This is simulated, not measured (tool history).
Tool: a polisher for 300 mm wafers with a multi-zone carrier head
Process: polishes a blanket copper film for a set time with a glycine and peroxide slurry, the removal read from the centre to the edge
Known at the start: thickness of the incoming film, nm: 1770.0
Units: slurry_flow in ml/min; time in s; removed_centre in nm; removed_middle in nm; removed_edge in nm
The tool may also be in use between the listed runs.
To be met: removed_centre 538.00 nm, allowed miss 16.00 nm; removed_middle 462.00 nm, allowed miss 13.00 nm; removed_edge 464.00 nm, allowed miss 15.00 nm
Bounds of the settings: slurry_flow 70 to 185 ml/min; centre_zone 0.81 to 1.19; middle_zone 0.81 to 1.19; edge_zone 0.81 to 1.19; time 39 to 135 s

{"run": 1, "day": 0.0, "slurry_flow": 120, "centre_zone": 1.0, "middle_zone": 1.0, "edge_zone": 1.0, "time": 87, "removed_centre": 630.5, "removed_middle": 618.54, "removed_edge": 625.07}
{"run": 2, "day": 0.079, "slurry_flow": 150, "centre_zone": 1.0, "middle_zone": 1.0, "edge_zone": 1.0, "time": 87, "removed_centre": 670.89, "removed_middle": 645.13, "removed_edge": 647.28}
{"run": 3, "day": 0.275, "slurry_flow": 150, "centre_zone": 0.97, "middle_zone": 1.0, "edge_zone": 1.0, "time": 87, "removed_centre": 648.15, "removed_middle": 648.91, "removed_edge": 641.93}
{"run": 4, "day": 0.579, "slurry_flow": 150, "centre_zone": 0.97, "middle_zone": 1.0, "edge_zone": 1.0, "time": 66, "removed_centre": 489.58, "removed_middle": 492.45, "removed_edge": 493.16}
{"run": 5, "day": 0.858, "slurry_flow": 150, "centre_zone": 0.97, "middle_zone": 1.0, "edge_zone": 0.93, "time": 66, "removed_centre": 495.05, "removed_middle": 493.79, "removed_edge": 473.37}
{"run": 6, "day": 0.942, "slurry_flow": 150, "centre_zone": 0.99, "middle_zone": 0.98, "edge_zone": 0.92, "time": 66, "removed_centre": 500.75, "removed_middle": 487.46, "removed_edge": 478.93}
{"run": 7, "day": 1.25, "slurry_flow": 150, "centre_zone": 1.01, "middle_zone": 0.97, "edge_zone": 0.9, "time": 65, "removed_centre": 505.83, "removed_middle": 471.92, "removed_edge": 468.04}
{"run": 8, "day": 1.5, "slurry_flow": 150, "centre_zone": 1.02, "middle_zone": 0.96, "edge_zone": 0.89, "time": 65, "removed_centre": 512.98, "removed_middle": 468.1, "removed_edge": 457.14}
{"run": 9, "day": 1.704, "slurry_flow": 150, "centre_zone": 1.03, "middle_zone": 0.95, "edge_zone": 0.89, "time": 65, "removed_centre": 512.01, "removed_middle": 458.82, "removed_edge": 450.76}
{"run": 10, "day": 2.046, "slurry_flow": 150, "centre_zone": 1.03, "middle_zone": 0.95, "edge_zone": 0.89, "time": 65, "removed_centre": 508.95, "removed_middle": 461.96, "removed_edge": 457.46}
{"run": 11, "day": 2.321, "slurry_flow": 155, "centre_zone": 1.04, "middle_zone": 0.95, "edge_zone": 0.89, "time": 65, "removed_centre": 511.82, "removed_middle": 469.09, "removed_edge": 463.08}

Which of these 4 next moves meets every target?
{"run": "A", "day": 2.596, "slurry_flow": 165, "centre_zone": 1.16, "middle_zone": 1.05, "edge_zone": 0.81, "time": 63, "removed_centre": "?", "removed_middle": "?", "removed_edge": "?"}
{"run": "B", "day": 2.596, "slurry_flow": 130, "centre_zone": 1.1, "middle_zone": 0.95, "edge_zone": 0.9, "time": 66, "removed_centre": "?", "removed_middle": "?", "removed_edge": "?"}
{"run": "C", "day": 2.596, "slurry_flow": 180, "centre_zone": 1.18, "middle_zone": 1.06, "edge_zone": 0.81, "time": 62, "removed_centre": "?", "removed_middle": "?", "removed_edge": "?"}
{"run": "D", "day": 2.596, "slurry_flow": 160, "centre_zone": 1.05, "middle_zone": 0.98, "edge_zone": 0.97, "time": 62, "removed_centre": "?", "removed_middle": "?", "removed_edge": "?"}

move=A removed_centre=563.38 removed_middle=500.82 removed_edge=433.60
move=B removed_centre=530.52 removed_middle=459.01 removed_edge=460.24
move=C removed_centre=573.08 removed_middle=504.32 removed_edge=431.36
move=D removed_centre=501.18 removed_middle=462.44 removed_edge=461.77
A: takes the result that was furthest off past its target
B: meets every target
C: takes the result that was furthest off past its target
D: further off than the last run
Move B is the one to make.
